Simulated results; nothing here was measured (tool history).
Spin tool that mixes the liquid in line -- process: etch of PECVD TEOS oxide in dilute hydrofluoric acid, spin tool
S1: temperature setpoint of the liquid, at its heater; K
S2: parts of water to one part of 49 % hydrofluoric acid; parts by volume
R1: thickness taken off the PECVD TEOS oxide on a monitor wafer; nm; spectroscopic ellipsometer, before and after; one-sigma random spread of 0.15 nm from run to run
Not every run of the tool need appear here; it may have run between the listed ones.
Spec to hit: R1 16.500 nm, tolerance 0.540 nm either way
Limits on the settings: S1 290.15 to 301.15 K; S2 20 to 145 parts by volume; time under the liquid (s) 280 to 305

run 1 hour=0.0 | S1=293.15 S2=80 time_under_the_liquid_(s)=280 | R1=28.858
run 2 hour=8.1 | S1=293.15 S2=80 time_under_the_liquid_(s)=305 | R1=31.465
run 3 hour=12.2 | S1=291.15 S2=80 time_under_the_liquid_(s)=305 | R1=28.967
run 4 hour=18.9 | S1=291.15 S2=55 time_under_the_liquid_(s)=305 | R1=43.079
run 5 hour=27.4 | S1=294.65 S2=55 time_under_the_liquid_(s)=305 | R1=50.290
run 6 hour=31.4 | S1=297.65 S2=55 time_under_the_liquid_(s)=305 | R1=56.749
run 7 hour=38.5 | S1=293.65 S2=85 time_under_the_liquid_(s)=300 | R1=29.438
run 8 hour=40.4 | S1=292.65 S2=95 time_under_the_liquid_(s)=300 | R1=25.035
run 9 hour=41.2 | S1=292.15 S2=100 time_under_the_liquid_(s)=300 | R1=23.259
run 10 hour=45.9 | S1=291.65 S2=105 time_under_the_liquid_(s)=300 | R1=21.699
run 11 hour=46.7 | S1=291.15 S2=110 time_under_the_liquid_(s)=300 | R1=19.504

4 next moves are on the table. One of them brings every result within its allowed miss. Which?
run A hour=47.5 | S1=290.65 S2=135 time_under_the_liquid_(s)=290 | R1=?
run B hour=47.5 | S1=290.15 S2=90 time_under_the_liquid_(s)=305 | R1=?
run C hour=47.5 | S1=290.15 S2=110 time_under_the_liquid_(s)=285 | R1=?
run D hour=47.5 | S1=292.15 S2=130 time_under_the_liquid_(s)=290 | R1=?

move=A R1=15.073
move=B R1=24.389
move=C R1=18.262
move=D R1=16.729
A: the result that was furthest off in the last run now lies on the other side of its target
B: moves away from the targets compared with the last run
C: closer than the last run, but not yet in spec
D: each result inside its tolerance
So the answer is move D, the one that meets all the targets.
